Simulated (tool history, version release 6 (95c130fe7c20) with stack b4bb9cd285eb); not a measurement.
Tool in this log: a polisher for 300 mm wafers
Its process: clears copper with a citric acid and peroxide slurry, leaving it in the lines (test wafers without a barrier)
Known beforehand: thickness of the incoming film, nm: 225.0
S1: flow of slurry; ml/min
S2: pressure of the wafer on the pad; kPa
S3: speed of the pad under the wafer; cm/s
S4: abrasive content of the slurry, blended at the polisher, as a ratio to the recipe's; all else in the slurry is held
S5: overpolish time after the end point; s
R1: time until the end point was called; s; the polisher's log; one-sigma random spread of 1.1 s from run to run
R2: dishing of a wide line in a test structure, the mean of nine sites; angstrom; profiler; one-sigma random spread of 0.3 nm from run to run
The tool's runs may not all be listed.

{"run": 1, "day": 0.0, "S1": 265, "S2": 24.1, "S3": 116, "S4": 1, "S5": 18, "R1": 81.021, "R2": 241.64}
{"run": 2, "day": 0.296, "S1": 265, "S2": 24.1, "S3": 106, "S4": 1, "S5": 18, "R1": 88.496, "R2": 230.68}
{"run": 3, "day": 0.354, "S1": 265, "S2": 24.1, "S3": 106, "S4": 1, "S5": 19, "R1": 85.395, "R2": 238.64}
{"run": 4, "day": 0.567, "S1": 265, "S2": 24.1, "S3": 78, "S4": 1, "S5": 19, "R1": 114.03, "R2": 208.16}
{"run": 5, "day": 0.762, "S1": 265, "S2": 24.8, "S3": 78, "S4": 1, "S5": 20, "R1": 107.9, "R2": 222.53}
{"run": 6, "day": 1.088, "S1": 210, "S2": 24.8, "S3": 78, "S4": 1, "S5": 20, "R1": 111.56, "R2": 213.84}
{"run": 7, "day": 1.367, "S1": 215, "S2": 25.5, "S3": 78, "S4": 1, "S5": 21, "R1": 108.29, "R2": 222.77}
{"run": 8, "day": 1.588, "S1": 220, "S2": 26.2, "S3": 78, "S4": 1, "S5": 22, "R1": 106.64, "R2": 232.17}

Run 9, settings as shown, results not yet in. Your forecast:
{"run": 9, "day": 1.65, "S1": 225, "S2": 26.9, "S3": 78, "S4": 1, "S5": 22, "R1": "?", "R2": "?"}

R1: 104.04 s
R2: 239.16 angstrom

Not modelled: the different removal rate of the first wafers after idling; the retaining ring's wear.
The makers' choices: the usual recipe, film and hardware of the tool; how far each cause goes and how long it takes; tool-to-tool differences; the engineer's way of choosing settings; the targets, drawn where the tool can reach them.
